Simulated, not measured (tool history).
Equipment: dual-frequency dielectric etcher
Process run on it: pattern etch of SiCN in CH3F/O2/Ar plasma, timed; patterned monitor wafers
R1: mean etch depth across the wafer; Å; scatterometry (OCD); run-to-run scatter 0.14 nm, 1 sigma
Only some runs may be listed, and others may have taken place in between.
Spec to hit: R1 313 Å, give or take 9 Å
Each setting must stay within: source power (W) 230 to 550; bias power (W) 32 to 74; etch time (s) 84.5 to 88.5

Run 1, hour 0: source power (W) 390, bias power (W) 53, etch time (s) 84.5. Result: R1 274.59 Å.
Run 2, hour 1.4: source power (W) 390, bias power (W) 53, etch time (s) 84.5. Result: R1 274.97 Å.
Run 3, hour 9.6: source power (W) 390, bias power (W) 58, etch time (s) 84.5. Result: R1 283.72 Å.
Run 4, hour 15.3: source power (W) 400, bias power (W) 59, etch time (s) 84.5. Result: R1 289.78 Å.
Run 5, hour 19.7: source power (W) 370, bias power (W) 59, etch time (s) 84.5. Result: R1 277.78 Å.
Run 6, hour 23.5: source power (W) 370, bias power (W) 59, etch time (s) 84.5. Result: R1 278.74 Å.
Run 7, hour 28.5: source power (W) 390, bias power (W) 60, etch time (s) 84.5. Result: R1 286.51 Å.
Run 8, hour 31.3: source power (W) 400, bias power (W) 61, etch time (s) 84.5. Result: R1 291.27 Å.
Run 9, hour 39.9: source power (W) 410, bias power (W) 61, etch time (s) 84.5. Result: R1 295.51 Å.
Run 10, hour 46.9: source power (W) 420, bias power (W) 61, etch time (s) 84.5. Result: R1 298.62 Å.
Run 11, hour 47.7: source power (W) 430, bias power (W) 61, etch time (s) 84.5. Result: R1 302.83 Å.

Consider the 4 candidate settings below. Which is the only one whose results all fall within their allowed miss of target?
Run A, hour 48.5: source power (W) 430, bias power (W) 57, etch time (s) 84.5. Result: R1 ?.
Run B, hour 48.5: source power (W) 450, bias power (W) 65, etch time (s) 84.5. Result: R1 ?.
Run C, hour 48.5: source power (W) 440, bias power (W) 56, etch time (s) 84.5. Result: R1 ?.
Run D, hour 48.5: source power (W) 390, bias power (W) 62, etch time (s) 86. Result: R1 ?.

move      R1
   A  294.86
   B  317.08
   C  295.95
   D  296.45
A: misses by more than the last run did
B: meets every target
C: misses by more than the last run did
D: misses by more than the last run did
B meets every target.
